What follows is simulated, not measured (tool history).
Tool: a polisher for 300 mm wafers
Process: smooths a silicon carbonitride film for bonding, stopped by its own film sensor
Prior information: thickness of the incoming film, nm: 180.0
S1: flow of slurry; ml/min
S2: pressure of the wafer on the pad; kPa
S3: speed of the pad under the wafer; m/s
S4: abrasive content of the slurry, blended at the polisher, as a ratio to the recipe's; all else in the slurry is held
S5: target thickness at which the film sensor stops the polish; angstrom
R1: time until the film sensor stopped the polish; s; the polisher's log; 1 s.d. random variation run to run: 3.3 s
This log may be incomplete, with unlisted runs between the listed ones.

{"run": 1, "hour": 0.0, "S1": 270, "S2": 18.6, "S3": 0.9, "S4": 1, "S5": 1530, "R1": 81.608}
{"run": 2, "hour": 4.0, "S1": 270, "S2": 18.6, "S3": 0.9, "S4": 1, "S5": 1560, "R1": 70.729}
{"run": 3, "hour": 6.7, "S1": 270, "S2": 18.6, "S3": 0.9, "S4": 1.1, "S5": 1560, "R1": 67.252}
{"run": 4, "hour": 7.4, "S1": 270, "S2": 17.9, "S3": 0.84, "S4": 1.05, "S5": 1560, "R1": 75.168}
{"run": 5, "hour": 12.9, "S1": 270, "S2": 17.9, "S3": 0.84, "S4": 1.05, "S5": 1560, "R1": 73.512}
{"run": 6, "hour": 21.1, "S1": 260, "S2": 17.2, "S3": 0.8, "S4": 1, "S5": 1560, "R1": 80.627}
{"run": 7, "hour": 22.3, "S1": 250, "S2": 16.5, "S3": 0.76, "S4": 0.95, "S5": 1560, "R1": 89.075}

For run 8, what comes out?
{"run": 8, "hour": 23.4, "S1": 250, "S2": 15.9, "S3": 0.72, "S4": 0.9, "S5": 1560, "R1": "?"}

R1: 101.74 s

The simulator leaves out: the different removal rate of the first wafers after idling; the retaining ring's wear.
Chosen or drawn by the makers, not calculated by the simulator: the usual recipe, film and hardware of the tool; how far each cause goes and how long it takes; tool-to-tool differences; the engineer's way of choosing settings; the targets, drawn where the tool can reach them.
